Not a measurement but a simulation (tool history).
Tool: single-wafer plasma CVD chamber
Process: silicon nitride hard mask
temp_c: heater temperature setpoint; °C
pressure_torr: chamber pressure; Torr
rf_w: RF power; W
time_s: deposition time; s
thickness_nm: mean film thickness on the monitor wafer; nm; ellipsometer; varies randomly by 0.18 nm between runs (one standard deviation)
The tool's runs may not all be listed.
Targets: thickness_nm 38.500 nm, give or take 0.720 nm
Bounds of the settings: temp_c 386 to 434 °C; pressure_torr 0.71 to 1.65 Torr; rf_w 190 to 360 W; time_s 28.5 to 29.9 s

run	day	temp_c	pressure_torr	rf_w	time_s	thickness_nm
1	0.000	410	1.18	275	29.9	31.743
2	0.062	410	1.36	275	29.9	33.518
3	0.238	410	1.36	295	29.9	35.043
4	0.462	410	1.52	295	29.9	36.477
5	0.762	406	1.52	295	29.9	36.671
6	1.100	406	1.52	295	28.5	34.844
7	1.317	406	1.54	300	28.5	35.320
# day 1.375: thermocouple changed; heater temperature recalibrated
8	1.375	406	1.56	305	28.5	36.341
9	1.621	406	1.57	310	28.5	36.410
10	1.662	406	1.58	315	28.5	37.096

5 next moves are on the table. One of them brings every result within its allowed miss. Which?
A	1.704	402	1.63	310	28.5	?
B	1.704	408	1.59	315	29.5	?
C	1.704	411	1.61	300	29.2	?
D	1.704	422	1.30	345	28.6	?
E	1.704	423	1.55	320	28.5	?

move	thickness_nm
A	37.002
B	38.297
C	36.744
D	36.510
E	36.814
A: lands further from the targets than the last run did
B: in spec on every target
C: lands further from the targets than the last run did
D: lands further from the targets than the last run did
E: lands further from the targets than the last run did
B is the move that brings every result within its allowed miss.

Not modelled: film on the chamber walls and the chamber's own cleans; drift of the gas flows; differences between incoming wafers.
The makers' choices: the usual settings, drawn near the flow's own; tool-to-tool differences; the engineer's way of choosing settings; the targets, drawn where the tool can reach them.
